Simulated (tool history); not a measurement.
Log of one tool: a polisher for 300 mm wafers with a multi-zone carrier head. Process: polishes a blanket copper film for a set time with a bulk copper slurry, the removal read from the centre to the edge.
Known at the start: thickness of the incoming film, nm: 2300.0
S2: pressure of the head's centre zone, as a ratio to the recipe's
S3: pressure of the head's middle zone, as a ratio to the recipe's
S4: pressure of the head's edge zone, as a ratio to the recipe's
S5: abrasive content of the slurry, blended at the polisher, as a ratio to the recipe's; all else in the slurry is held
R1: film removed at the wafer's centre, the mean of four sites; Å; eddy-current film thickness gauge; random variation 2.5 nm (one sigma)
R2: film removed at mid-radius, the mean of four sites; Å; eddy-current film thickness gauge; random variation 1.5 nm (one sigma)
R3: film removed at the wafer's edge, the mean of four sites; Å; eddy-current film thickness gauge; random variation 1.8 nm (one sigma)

run 1 hour=0 | flow_of_slurry_(ml/min)=125 S2=1 S3=1 S4=1 S5=1 polishing_time_(s)=41 | R1=2932.9 R2=3088 R3=3084.7
run 2 hour=2.5 | flow_of_slurry_(ml/min)=125 S2=1 S3=1 S4=1 S5=0.8 polishing_time_(s)=41 | R1=2775.8 R2=2901.4 R3=2910.3
run 3 hour=4.5 | flow_of_slurry_(ml/min)=125 S2=1 S3=1 S4=1 S5=0.65 polishing_time_(s)=41 | R1=2597.4 R2=2750.8 R3=2788.2
run 4 hour=5.1 | flow_of_slurry_(ml/min)=125 S2=1.05 S3=1 S4=1 S5=0.65 polishing_time_(s)=41 | R1=2791.3 R2=2724.9 R3=2775.7
run 5 hour=13.5 | flow_of_slurry_(ml/min)=125 S2=1.05 S3=1 S4=1 S5=0.55 polishing_time_(s)=41 | R1=2624.8 R2=2627.5 R3=2685.6
run 6 hour=19.1 | flow_of_slurry_(ml/min)=120 S2=1.04 S3=1 S4=1 S5=0.55 polishing_time_(s)=41 | R1=2607.7 R2=2600.5 R3=2644.3

The next listed run, before its measurement:
run 7 hour=22.7 | flow_of_slurry_(ml/min)=115 S2=1.03 S3=1 S4=1.01 S5=0.55 polishing_time_(s)=41 | R1=? R2=? R3=?

{"run 7": {"R1": 2571.8, "R2": 2575.4, "R3": 2636.8}}

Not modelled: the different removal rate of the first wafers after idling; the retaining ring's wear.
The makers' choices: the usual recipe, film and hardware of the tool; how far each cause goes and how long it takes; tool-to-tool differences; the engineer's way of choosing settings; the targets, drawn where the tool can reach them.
